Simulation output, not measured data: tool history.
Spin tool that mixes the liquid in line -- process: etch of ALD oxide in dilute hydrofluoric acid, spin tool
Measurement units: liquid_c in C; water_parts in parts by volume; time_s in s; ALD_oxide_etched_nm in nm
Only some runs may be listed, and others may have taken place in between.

run,day,liquid_c,water_parts,time_s,ALD_oxide_etched_nm
1,0,26,115,45,13.376
2,0.283,26,115,45,13.287
3,0.454,26,115,25,7.4235
4,0.804,26,145,25,5.6148
5,1.067,27.5,140,25,6.2945
6,1.183,28.5,135,25,6.7895
7,1.542,28.5,130,25,7.0228
8,1.612,28,125,25,7.2726
9,1.908,26.5,120,25,7.1762
10,1.971,28,115,25,7.9402
11,2.254,26.5,110,25,7.9514
12,2.529,30.5,100,25,10.301

Run 13, settings as shown, results not yet in. Your forecast:
13,2.871,31,100,25,?

Run 13 came out at ALD_oxide_etched_nm 10.429 nm.
